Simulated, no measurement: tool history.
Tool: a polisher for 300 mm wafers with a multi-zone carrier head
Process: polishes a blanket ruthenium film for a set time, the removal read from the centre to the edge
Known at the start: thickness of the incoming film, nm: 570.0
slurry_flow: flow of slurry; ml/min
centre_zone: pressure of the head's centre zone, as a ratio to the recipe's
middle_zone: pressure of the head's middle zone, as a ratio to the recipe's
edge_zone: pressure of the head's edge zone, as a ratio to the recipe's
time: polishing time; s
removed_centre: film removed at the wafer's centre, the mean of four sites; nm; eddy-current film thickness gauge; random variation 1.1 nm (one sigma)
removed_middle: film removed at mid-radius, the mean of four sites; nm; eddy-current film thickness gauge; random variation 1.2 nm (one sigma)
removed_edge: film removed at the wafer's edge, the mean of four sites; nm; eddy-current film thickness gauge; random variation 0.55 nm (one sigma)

run	hour	slurry_flow	centre_zone	middle_zone	edge_zone	time	removed_centre	removed_middle	removed_edge
1	0	255	1	1	1	65	73.958	74.838	70.931
2	3.9	315	1	1	1	65	74.441	76.719	72.634
3	12.8	320	1.01	1	1.02	66	77.046	75.664	74.719
4	18.1	320	1.01	1.01	1.03	67	77.326	80.23	76.231
5	26	320	1.01	1.07	1.03	67	79.033	83.018	75.612
6	30.8	285	1.01	1.07	1.03	67	77.247	80.816	74.395
7	34.5	290	1.02	1.07	1.05	68	79.507	85.387	75.974
8	42.5	300	1.02	1.05	1.06	69	80.314	83.554	78.642
9	50.4	305	1.03	1.05	1.07	69	81.381	82.611	78.616
10	56.7	310	1.03	1.05	1.08	70	83.139	85.976	80.281

Run 11 comes next. What will it give?
11	64.2	315	1.03	1.04	1.09	70	?	?	?

{"run 11": {"removed_centre": 83.353, "removed_middle": 82.752, "removed_edge": 80.73}}
